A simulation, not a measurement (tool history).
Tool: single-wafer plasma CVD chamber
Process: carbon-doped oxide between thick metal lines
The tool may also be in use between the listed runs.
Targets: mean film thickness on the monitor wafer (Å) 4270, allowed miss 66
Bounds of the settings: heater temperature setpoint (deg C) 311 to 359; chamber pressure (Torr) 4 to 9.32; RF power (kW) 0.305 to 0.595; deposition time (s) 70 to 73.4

run,hour,heater temperature setpoint (deg C),chamber pressure (Torr),RF power (kW),deposition time (s),mean film thickness on the monitor wafer (Å)
1,0,335,6.66,0.45,73.4,3834.3
2,4.5,345,6.66,0.45,73.4,3711.7
3,10.5,345,6.66,0.51,73.4,4079.5
4,14.2,335,6.66,0.51,73.4,4183.1
5,18.7,335,6.66,0.51,73.4,4161.5
6,24.6,335,6.66,0.47,73.4,3933.1
# hour 30.6: thermocouple changed; heater temperature recalibrated
7,30.6,332,6.93,0.475,73.4,4066.4
8,32.5,330,7.03,0.475,73.4,4124.9
9,36.3,328,7.09,0.475,73.4,4173.7
10,43.1,327,7.12,0.475,73.4,4186.9
11,50.2,326,7.15,0.475,73.4,4176.8

5 next moves are on the table. One of them brings every result within its allowed miss. Which?
A,57.3,329,7.1,0.465,72.7,?
B,57.3,331,8.53,0.465,72.2,?
C,57.3,332,7.86,0.5,73.3,?
D,57.3,325,6.38,0.475,71.3,?
E,57.3,320,7.72,0.44,73.4,?

move,mean film thickness on the monitor wafer (Å)
A,4042.9
B,4053
C,4284.4
D,4035.6
E,4081.4
A: further off than the last run
B: further off than the last run
C: meets every target
D: further off than the last run
E: further off than the last run
The right move is C.
